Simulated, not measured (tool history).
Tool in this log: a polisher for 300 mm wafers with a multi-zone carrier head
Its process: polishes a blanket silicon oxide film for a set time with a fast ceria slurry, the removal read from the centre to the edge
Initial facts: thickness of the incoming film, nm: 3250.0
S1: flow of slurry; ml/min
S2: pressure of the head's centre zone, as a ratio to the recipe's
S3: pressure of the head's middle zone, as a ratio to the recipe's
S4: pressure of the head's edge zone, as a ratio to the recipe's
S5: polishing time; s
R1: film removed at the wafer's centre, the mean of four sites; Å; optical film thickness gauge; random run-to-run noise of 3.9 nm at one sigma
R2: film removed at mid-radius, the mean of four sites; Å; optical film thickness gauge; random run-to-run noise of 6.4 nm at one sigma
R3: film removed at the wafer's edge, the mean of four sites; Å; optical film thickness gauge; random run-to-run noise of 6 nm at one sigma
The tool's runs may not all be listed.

{"run": 1, "hour": 0.0, "S1": 215, "S2": 1.0, "S3": 1.0, "S4": 1.0, "S5": 65, "R1": 6270.4, "R2": 6379.1, "R3": 6091.4}
{"run": 2, "hour": 6.1, "S1": 215, "S2": 1.0, "S3": 1.0, "S4": 0.94, "S5": 65, "R1": 6350.0, "R2": 6154.7, "R3": 5844.6}
{"run": 3, "hour": 14.5, "S1": 210, "S2": 0.98, "S3": 0.99, "S4": 0.93, "S5": 64, "R1": 6030.3, "R2": 6289.1, "R3": 5808.0}
{"run": 4, "hour": 17.8, "S1": 210, "S2": 0.98, "S3": 0.99, "S4": 1.01, "S5": 64, "R1": 6038.4, "R2": 6257.1, "R3": 6033.8}
{"run": 5, "hour": 19.6, "S1": 210, "S2": 0.97, "S3": 0.98, "S4": 1.0, "S5": 63, "R1": 5933.3, "R2": 6084.7, "R3": 5855.1}
{"run": 6, "hour": 20.3, "S1": 210, "S2": 0.96, "S3": 0.96, "S4": 0.99, "S5": 62, "R1": 5743.4, "R2": 5852.2, "R3": 5875.2}
{"run": 7, "hour": 27.0, "S1": 210, "S2": 0.96, "S3": 0.96, "S4": 0.98, "S5": 61, "R1": 5644.3, "R2": 5757.9, "R3": 5671.4}

Run 8, settings as shown, results not yet in. Your forecast:
{"run": 8, "hour": 30.1, "S1": 210, "S2": 0.95, "S3": 0.95, "S4": 0.97, "S5": 60, "R1": "?", "R2": "?", "R3": "?"}

For run 8 the tool returned R1 5429.8 Å, R2 5682.2 Å, R3 5543.3 Å.
